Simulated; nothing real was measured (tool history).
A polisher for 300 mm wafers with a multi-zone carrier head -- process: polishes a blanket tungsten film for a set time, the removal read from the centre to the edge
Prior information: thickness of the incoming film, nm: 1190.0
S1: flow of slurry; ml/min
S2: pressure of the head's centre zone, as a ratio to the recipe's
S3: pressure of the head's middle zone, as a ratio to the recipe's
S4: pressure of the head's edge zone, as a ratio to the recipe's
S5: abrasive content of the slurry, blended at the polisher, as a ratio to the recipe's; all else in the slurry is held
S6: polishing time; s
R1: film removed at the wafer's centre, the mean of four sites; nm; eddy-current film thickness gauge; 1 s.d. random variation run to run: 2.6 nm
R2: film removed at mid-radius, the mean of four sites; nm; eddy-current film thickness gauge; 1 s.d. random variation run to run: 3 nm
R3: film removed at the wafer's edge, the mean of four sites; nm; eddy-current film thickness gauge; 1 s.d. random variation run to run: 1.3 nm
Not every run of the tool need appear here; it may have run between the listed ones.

| run | hour | S1 | S2 | S3 | S4 | S5 | S6 | R1 | R2 | R3 |
|---|---|---|---|---|---|---|---|---|---|---|
| 1 | 0 | 175 | 1 | 1 | 1 | 1 | 62 | 405.91 | 407.03 | 396.49 |
| 2 | 3.3 | 175 | 1 | 1 | 1.06 | 1 | 62 | 391.92 | 407.45 | 406.36 |
| 3 | 11.6 | 175 | 1 | 1 | 1.01 | 1 | 62 | 395.39 | 404.8 | 398.47 |
| 4 | 18.6 | 175 | 1.03 | 1 | 1.01 | 1 | 62 | 402.79 | 405.98 | 399.67 |
| 5 | 26.2 | 165 | 0.99 | 1.02 | 1.02 | 0.9 | 55 | 331.42 | 353.18 | 343.24 |
| 6 | 32.5 | 165 | 0.95 | 1.02 | 1.02 | 0.9 | 55 | 322.04 | 351.44 | 349.75 |
| 7 | 38.9 | 160 | 0.94 | 1.04 | 1 | 0.8 | 50 | 287.55 | 325.28 | 305.23 |
| 8 | 43.6 | 155 | 0.92 | 1.04 | 0.98 | 0.75 | 47 | 257.24 | 293.1 | 279.73 |
| 9 | 48.3 | 150 | 0.9 | 1.05 | 0.95 | 0.7 | 45 | 233.92 | 284.18 | 260.26 |
| 10 | 50.9 | 145 | 0.9 | 1.04 | 0.92 | 0.65 | 44 | 222.74 | 268.67 | 244.33 |

Forecast run 11:
| 11 | 59.6 | 140 | 0.89 | 1.03 | 0.9 | 0.6 | 44 | ? | ? | ? |

R1: 218.75 nm
R2: 259.75 nm
R3: 237.38 nm
